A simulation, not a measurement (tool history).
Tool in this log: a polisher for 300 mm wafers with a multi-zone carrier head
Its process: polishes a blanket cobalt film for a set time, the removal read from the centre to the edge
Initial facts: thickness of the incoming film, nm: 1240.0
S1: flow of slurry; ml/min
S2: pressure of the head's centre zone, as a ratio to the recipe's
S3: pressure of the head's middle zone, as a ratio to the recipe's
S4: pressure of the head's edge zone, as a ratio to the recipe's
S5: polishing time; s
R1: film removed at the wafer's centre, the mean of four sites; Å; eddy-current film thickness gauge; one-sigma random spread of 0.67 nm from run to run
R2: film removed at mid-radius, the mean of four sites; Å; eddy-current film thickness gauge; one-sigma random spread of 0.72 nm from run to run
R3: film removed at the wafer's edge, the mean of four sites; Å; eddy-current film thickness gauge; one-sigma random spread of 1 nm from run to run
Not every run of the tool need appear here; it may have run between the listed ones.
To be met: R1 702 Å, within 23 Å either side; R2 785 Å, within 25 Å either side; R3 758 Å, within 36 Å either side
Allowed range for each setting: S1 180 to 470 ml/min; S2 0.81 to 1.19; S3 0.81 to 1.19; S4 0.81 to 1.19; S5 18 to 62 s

run 1 hour=0 | S1=300 S2=1 S3=1 S4=1 S5=40 | R1=947.88 R2=988.56 R3=965.33
run 2 hour=3.9 | S1=300 S2=1 S3=1.05 S4=1 S5=40 | R1=949.68 R2=1021.3 R3=970.32
run 3 hour=4.9 | S1=300 S2=1 S3=1.13 S4=1 S5=40 | R1=957.59 R2=1057.2 R3=959.99
run 4 hour=11.9 | S1=300 S2=0.99 S3=1.11 S4=0.99 S5=39 | R1=928.91 R2=1044.1 R3=942.03
-- hour=12.7 slurry nozzle cleaned
run 5 hour=12.7 | S1=300 S2=0.99 S3=1.17 S4=0.99 S5=39 | R1=955.18 R2=1130.9 R3=952.06
run 6 hour=14.5 | S1=330 S2=0.99 S3=1.17 S4=0.99 S5=39 | R1=951.73 R2=1115.9 R3=974.58
run 7 hour=20.2 | S1=315 S2=0.98 S3=1.14 S4=0.99 S5=38 | R1=929.77 R2=1075.6 R3=956.81
run 8 hour=20.9 | S1=305 S2=0.97 S3=1.12 S4=0.99 S5=37 | R1=887.73 R2=1031.6 R3=913.49
run 9 hour=27.9 | S1=295 S2=0.96 S3=1.1 S4=0.99 S5=36 | R1=840.72 R2=994.53 R3=900.38

Exercise: of the 5 proposed moves below, exactly one satisfies all targets within the stated allowed misses. Which move is it?
run A hour=34.9 | S1=375 S2=1.04 S3=0.89 S4=1.17 S5=29 | R1=? R2=? R3=?
run B hour=34.9 | S1=280 S2=0.97 S3=1.08 S4=1.1 S5=29 | R1=? R2=? R3=?
run C hour=34.9 | S1=350 S2=0.93 S3=0.95 S4=0.9 S5=32 | R1=? R2=? R3=?
run D hour=34.9 | S1=240 S2=1.05 S3=1.19 S4=0.88 S5=30 | R1=? R2=? R3=?
run E hour=34.9 | S1=340 S2=0.91 S3=1.1 S4=0.98 S5=31 | R1=? R2=? R3=?

move=A R1=763.22 R2=678.3 R3=802.31
move=B R1=696.31 R2=766.43 R3=763.42
move=C R1=748.93 R2=781.78 R3=775.37
move=D R1=770.34 R2=843.39 R3=702.24
move=E R1=708.9 R2=842.9 R3=779.13
A: carries the result that was furthest off beyond its target, to the other side
B: every result within its allowed miss
C: the furthest-off result lands on target, but another misses its tolerance
D: closes in on the targets versus the last run, not all within tolerance yet
E: closes in on the targets versus the last run, not all within tolerance yet
The right move is B.

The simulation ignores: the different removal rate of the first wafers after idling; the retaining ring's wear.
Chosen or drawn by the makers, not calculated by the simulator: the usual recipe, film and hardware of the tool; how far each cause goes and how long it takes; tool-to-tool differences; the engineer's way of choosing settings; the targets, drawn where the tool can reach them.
